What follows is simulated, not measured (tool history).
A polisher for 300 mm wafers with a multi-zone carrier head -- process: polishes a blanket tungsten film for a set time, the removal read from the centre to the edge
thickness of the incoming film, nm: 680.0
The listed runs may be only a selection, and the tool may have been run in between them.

| run | hour | flow of slurry (ml/min) | pressure of the head's centre zone | pressure of the head's middle zone | pressure of the head's edge zone | abrasive content of the slurry | polishing time (s) | film removed at the wafer's centre (angstrom) | film removed at mid-radius (angstrom) | film removed at the wafer's edge (angstrom) |
|---|---|---|---|---|---|---|---|---|---|---|
| 1 | 0 | 290 | 1 | 1 | 1 | 1 | 66 | 2498.5 | 2425.8 | 2491 |
| 2 | 5.7 | 295 | 1.03 | 1.03 | 1.02 | 1.1 | 67 | 2703.5 | 2512.6 | 2600.7 |
| 3 | 8.8 | 240 | 1.03 | 1.03 | 1.02 | 1.1 | 67 | 2584.9 | 2494.3 | 2521.7 |
| 4 | 13.9 | 240 | 1.09 | 1.03 | 1.02 | 1.1 | 67 | 2780.3 | 2459.6 | 2559.2 |
| 5 | 18.3 | 240 | 1.09 | 1.03 | 1.02 | 1.1 | 77 | 3168.4 | 2869.2 | 3028.3 |
| 6 | 21.4 | 255 | 1.09 | 1.06 | 1.02 | 1.15 | 77 | 3232.4 | 2969.7 | 2983.4 |
| 7 | 27.1 | 265 | 1.09 | 1.07 | 1.03 | 1.2 | 77 | 3303.1 | 3053.2 | 3004.8 |
| 8 | 31 | 275 | 1.09 | 1.08 | 1.05 | 1.25 | 77 | 3284.9 | 3113 | 3067.2 |

Expected results for the next run?
| 9 | 32.7 | 285 | 1.1 | 1.09 | 1.06 | 1.3 | 77 | ? | ? | ? |

film removed at the wafer's centre (angstrom): 3329.6
film removed at mid-radius (angstrom): 3214.9
film removed at the wafer's edge (angstrom): 3153.8
